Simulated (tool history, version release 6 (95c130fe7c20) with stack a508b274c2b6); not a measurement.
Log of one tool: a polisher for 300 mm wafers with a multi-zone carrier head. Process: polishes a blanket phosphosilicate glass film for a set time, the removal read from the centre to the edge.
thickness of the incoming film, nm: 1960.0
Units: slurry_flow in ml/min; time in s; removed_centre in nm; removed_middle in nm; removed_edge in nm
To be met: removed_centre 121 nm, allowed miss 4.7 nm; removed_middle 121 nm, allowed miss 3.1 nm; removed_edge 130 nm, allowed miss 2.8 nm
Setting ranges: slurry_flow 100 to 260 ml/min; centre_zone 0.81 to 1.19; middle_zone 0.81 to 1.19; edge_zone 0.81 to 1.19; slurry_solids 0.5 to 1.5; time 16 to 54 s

| run | hour | slurry_flow | centre_zone | middle_zone | edge_zone | slurry_solids | time | removed_centre | removed_middle | removed_edge |
|---|---|---|---|---|---|---|---|---|---|---|
| 1 | 0 | 165 | 1 | 1 | 1 | 1 | 35 | 182.09 | 178.47 | 173.73 |
| 2 | 7.7 | 165 | 1 | 1 | 1 | 0.9 | 35 | 177.07 | 168.2 | 164.28 |
| 3 | 8.4 | 165 | 1 | 1.08 | 1 | 0.9 | 35 | 172.67 | 181.94 | 164.08 |
| 4 | 10.3 | 195 | 1 | 1.08 | 1 | 0.9 | 35 | 179.81 | 186.88 | 169.61 |
| 5 | 17.3 | 170 | 0.94 | 1.02 | 0.98 | 0.8 | 35 | 151.22 | 160.42 | 154.31 |
| 6 | 24.8 | 155 | 0.92 | 0.97 | 0.94 | 0.8 | 35 | 149.68 | 151.7 | 149.37 |
| 7 | 31.6 | 105 | 0.82 | 0.87 | 0.92 | 0.55 | 35 | 89.04 | 98.257 | 107.38 |
| 8 | 35.8 | 140 | 0.83 | 0.87 | 0.93 | 0.55 | 35 | 99.198 | 107.46 | 113.73 |
| 9 | 36.6 | 190 | 0.86 | 0.82 | 1.02 | 0.55 | 35 | 109.38 | 107.73 | 124.12 |
| 10 | 40.7 | 205 | 0.86 | 0.83 | 1.01 | 0.55 | 35 | 114.02 | 108.5 | 124.63 |
| 11 | 42.3 | 210 | 0.86 | 0.86 | 1.02 | 0.55 | 35 | 110.23 | 114.91 | 125.42 |
| 12 | 43.6 | 220 | 0.87 | 0.86 | 1.02 | 0.55 | 35 | 114.93 | 113.89 | 126.23 |
| 13 | 50.7 | 225 | 0.88 | 0.87 | 1.03 | 0.55 | 35 | 113.97 | 116.16 | 126.73 |
| 14 | 52.9 | 225 | 0.89 | 0.88 | 1.03 | 0.55 | 35 | 118.61 | 117.04 | 125.14 |
| 15 | 59 | 225 | 0.89 | 0.88 | 1.05 | 0.55 | 35 | 116.58 | 116.74 | 129.95 |

Pick the move, out of 4, that brings all results within their allowed miss; only one does.
| A | 65.1 | 215 | 0.82 | 0.83 | 1.06 | 0.5 | 39 | ? | ? | ? |
| B | 65.1 | 200 | 0.85 | 0.88 | 1.12 | 0.55 | 35 | ? | ? | ? |
| C | 65.1 | 165 | 0.88 | 0.84 | 1.12 | 0.6 | 34 | ? | ? | ? |
| D | 65.1 | 255 | 0.85 | 0.84 | 0.94 | 0.6 | 35 | ? | ? | ? |

| move | removed_centre | removed_middle | removed_edge |
|---|---|---|---|
| A | 111.24 | 114.47 | 133.33 |
| B | 110.22 | 114.86 | 131.38 |
| C | 113.88 | 110.74 | 132.87 |
| D | 121.8 | 121.75 | 131.77 |
A: moves away from the targets compared with the last run
B: moves away from the targets compared with the last run
C: moves away from the targets compared with the last run
D: in spec on every target
Answer: D
